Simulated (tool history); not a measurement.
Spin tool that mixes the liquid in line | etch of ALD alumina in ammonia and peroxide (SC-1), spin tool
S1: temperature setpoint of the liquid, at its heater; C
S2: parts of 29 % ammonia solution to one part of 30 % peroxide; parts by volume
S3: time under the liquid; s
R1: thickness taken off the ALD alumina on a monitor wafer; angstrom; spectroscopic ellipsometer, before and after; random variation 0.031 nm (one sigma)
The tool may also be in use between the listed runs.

run	hour	S1	S2	S3	R1
1	0.0	61.0	0.55	115	144.24
2	4.0	59.5	0.55	115	134.94
3	7.0	59.5	0.55	125	145.49
4	15.1	59.5	0.55	115	134.24
5	16.9	58.0	0.55	115	123.82
6	18.5	58.0	0.70	115	126.66
7	23.6	57.0	0.70	115	120.72

For run 8, what comes out?
8	29.3	56.0	0.70	115	?

{"run 8": {"R1": 114.06}}

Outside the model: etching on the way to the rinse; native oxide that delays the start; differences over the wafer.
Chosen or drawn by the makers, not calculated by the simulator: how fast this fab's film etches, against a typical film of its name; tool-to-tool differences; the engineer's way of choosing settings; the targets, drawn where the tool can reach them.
